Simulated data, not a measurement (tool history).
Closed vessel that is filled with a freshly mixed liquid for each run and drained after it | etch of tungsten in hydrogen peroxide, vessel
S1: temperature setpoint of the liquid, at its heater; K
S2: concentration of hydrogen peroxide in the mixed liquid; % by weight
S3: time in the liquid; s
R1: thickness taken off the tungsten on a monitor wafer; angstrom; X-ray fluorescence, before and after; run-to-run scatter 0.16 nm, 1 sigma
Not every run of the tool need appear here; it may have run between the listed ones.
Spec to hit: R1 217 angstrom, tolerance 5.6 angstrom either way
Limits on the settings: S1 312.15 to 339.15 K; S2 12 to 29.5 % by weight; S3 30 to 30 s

run 1 hour=0 | S1=328.15 S2=20 S3=30 | R1=375.33
run 2 hour=8.8 | S1=326.65 S2=20 S3=30 | R1=342.45
run 3 hour=13.1 | S1=333.65 S2=20 S3=30 | R1=509.35
run 4 hour=13.7 | S1=333.65 S2=16 S3=30 | R1=464.72
run 5 hour=22.5 | S1=333.65 S2=14.5 S3=30 | R1=442.37
run 6 hour=27.7 | S1=331.15 S2=14.5 S3=30 | R1=376.24
run 7 hour=29.3 | S1=323.15 S2=14.5 S3=30 | R1=235.71
run 8 hour=33.9 | S1=322.65 S2=14.5 S3=30 | R1=228.18

Next run, 4 choices. One meets every target within its allowed miss, the rest don't. Which?
run A hour=38.5 | S1=320.15 S2=17.5 S3=30 | R1=?
run B hour=38.5 | S1=324.65 S2=12.5 S3=30 | R1=?
run C hour=38.5 | S1=322.15 S2=17.5 S3=30 | R1=?
run D hour=38.5 | S1=321.15 S2=14 S3=30 | R1=?

move=A R1=215.53
move=B R1=240.13
move=C R1=243.92
move=D R1=205.12
A: each result inside its tolerance
B: the biggest miss grows against the last run
C: the biggest miss grows against the last run
D: takes the result that was furthest off past its target
A meets every target.
